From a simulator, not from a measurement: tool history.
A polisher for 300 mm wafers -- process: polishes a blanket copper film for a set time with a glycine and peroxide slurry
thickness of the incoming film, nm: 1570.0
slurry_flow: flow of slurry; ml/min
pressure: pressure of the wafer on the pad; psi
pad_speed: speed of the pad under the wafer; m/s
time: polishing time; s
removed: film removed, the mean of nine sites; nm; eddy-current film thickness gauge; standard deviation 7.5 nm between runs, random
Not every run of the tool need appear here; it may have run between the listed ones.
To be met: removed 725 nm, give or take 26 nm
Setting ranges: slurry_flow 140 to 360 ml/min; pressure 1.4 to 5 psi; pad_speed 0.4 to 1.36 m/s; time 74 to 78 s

run 1 hour=0 | slurry_flow=230 pressure=3.2 pad_speed=0.88 time=74 | removed=425.7
run 2 hour=3.2 | slurry_flow=230 pressure=3.2 pad_speed=1.08 time=74 | removed=505.88
run 3 hour=10.1 | slurry_flow=230 pressure=3.2 pad_speed=1.24 time=74 | removed=548.3
run 4 hour=14.1 | slurry_flow=230 pressure=3.2 pad_speed=1.24 time=78 | removed=591.04
run 5 hour=22.9 | slurry_flow=250 pressure=3.2 pad_speed=1.24 time=78 | removed=590.16
run 6 hour=27.4 | slurry_flow=250 pressure=3.2 pad_speed=1.36 time=78 | removed=645.15
run 7 hour=34.2 | slurry_flow=250 pressure=3.3 pad_speed=1.36 time=78 | removed=651.21
run 8 hour=39.5 | slurry_flow=250 pressure=3.4 pad_speed=1.36 time=78 | removed=680.74
run 9 hour=41.2 | slurry_flow=250 pressure=3.5 pad_speed=1.36 time=78 | removed=684.89

Exactly one of the 5 candidate moves below puts every result within its allowed miss. Which one?
run A hour=42.9 | slurry_flow=205 pressure=3.8 pad_speed=1.36 time=78 | removed=?
run B hour=42.9 | slurry_flow=215 pressure=3.5 pad_speed=1.36 time=76 | removed=?
run C hour=42.9 | slurry_flow=275 pressure=3.6 pad_speed=1.28 time=77 | removed=?
run D hour=42.9 | slurry_flow=245 pressure=3.6 pad_speed=1.26 time=78 | removed=?
run E hour=42.9 | slurry_flow=225 pressure=3.2 pad_speed=1.36 time=76 | removed=?

move=A removed=709.78
move=B removed=655.5
move=C removed=663.81
move=D removed=655.25
move=E removed=618.51
A: every result within its allowed miss
B: its largest miss is bigger than the last run's
C: its largest miss is bigger than the last run's
D: its largest miss is bigger than the last run's
E: its largest miss is bigger than the last run's
Go with A: it meets all targets.

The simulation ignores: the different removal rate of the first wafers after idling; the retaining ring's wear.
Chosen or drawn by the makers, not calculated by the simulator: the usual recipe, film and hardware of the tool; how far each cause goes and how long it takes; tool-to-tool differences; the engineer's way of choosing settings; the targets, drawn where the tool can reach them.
